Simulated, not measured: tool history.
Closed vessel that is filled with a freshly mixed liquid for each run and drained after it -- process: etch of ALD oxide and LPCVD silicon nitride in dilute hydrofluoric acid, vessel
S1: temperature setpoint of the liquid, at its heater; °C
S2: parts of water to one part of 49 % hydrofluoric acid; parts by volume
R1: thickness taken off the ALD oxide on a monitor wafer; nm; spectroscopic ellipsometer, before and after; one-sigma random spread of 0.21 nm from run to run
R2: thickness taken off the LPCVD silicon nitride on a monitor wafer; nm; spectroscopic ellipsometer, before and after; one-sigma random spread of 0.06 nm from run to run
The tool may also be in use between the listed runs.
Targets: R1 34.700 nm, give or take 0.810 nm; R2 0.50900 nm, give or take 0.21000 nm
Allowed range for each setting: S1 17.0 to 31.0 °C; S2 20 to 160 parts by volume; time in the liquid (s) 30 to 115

Run 1, hour 0.0: S1 23.0 °C, S2 90 parts by volume, time in the liquid (s) 60. Result: R1 18.641 nm, R2 0.25091 nm.
Run 2, hour 4.7: S1 23.0 °C, S2 90 parts by volume, time in the liquid (s) 35. Result: R1 10.961 nm, R2 0.22235 nm.
Run 3, hour 7.9: S1 24.5 °C, S2 70 parts by volume, time in the liquid (s) 35. Result: R1 15.101 nm, R2 0.24391 nm.
Run 4, hour 16.0: S1 24.5 °C, S2 70 parts by volume, time in the liquid (s) 55. Result: R1 24.296 nm, R2 0.49805 nm.
Run 5, hour 24.0: S1 25.5 °C, S2 70 parts by volume, time in the liquid (s) 55. Result: R1 25.024 nm, R2 0.46641 nm.
Run 6, hour 28.0: S1 26.5 °C, S2 70 parts by volume, time in the liquid (s) 55. Result: R1 26.064 nm, R2 0.48860 nm.
Run 7, hour 33.0: S1 27.5 °C, S2 70 parts by volume, time in the liquid (s) 55. Result: R1 27.045 nm, R2 0.54801 nm.
Run 8, hour 35.3: S1 28.0 °C, S2 65 parts by volume, time in the liquid (s) 55. Result: R1 29.816 nm, R2 0.57655 nm.
Run 9, hour 39.8: S1 28.5 °C, S2 65 parts by volume, time in the liquid (s) 55. Result: R1 30.127 nm, R2 0.59135 nm.
Run 10, hour 41.8: S1 29.0 °C, S2 65 parts by volume, time in the liquid (s) 55. Result: R1 30.974 nm, R2 0.64837 nm.
Run 11, hour 43.6: S1 29.0 °C, S2 65 parts by volume, time in the liquid (s) 55. Result: R1 31.076 nm, R2 0.56606 nm.
Run 12, hour 47.1: S1 29.5 °C, S2 65 parts by volume, time in the liquid (s) 55. Result: R1 31.404 nm, R2 0.67912 nm.

Which one of the following 4 next-run settings gets every result inside its allowed miss? There is exactly one.
Run A, hour 50.6: S1 23.5 °C, S2 50 parts by volume, time in the liquid (s) 55. Result: R1 ?, R2 ?.
Run B, hour 50.6: S1 23.5 °C, S2 60 parts by volume, time in the liquid (s) 70. Result: R1 ?, R2 ?.
Run C, hour 50.6: S1 25.0 °C, S2 65 parts by volume, time in the liquid (s) 75. Result: R1 ?, R2 ?.
Run D, hour 50.6: S1 21.0 °C, S2 65 parts by volume, time in the liquid (s) 80. Result: R1 ?, R2 ?.

move      R1       R2
   A  32.997  0.53583
   B  34.544  0.57044
   C  36.076  0.62460
   D  32.659  0.50864
A: nearer than the last run, and not there yet
B: hits every target within its allowed miss
C: takes the result that was furthest off past its target
D: nearer than the last run, and not there yet
The move that meets every target is B.

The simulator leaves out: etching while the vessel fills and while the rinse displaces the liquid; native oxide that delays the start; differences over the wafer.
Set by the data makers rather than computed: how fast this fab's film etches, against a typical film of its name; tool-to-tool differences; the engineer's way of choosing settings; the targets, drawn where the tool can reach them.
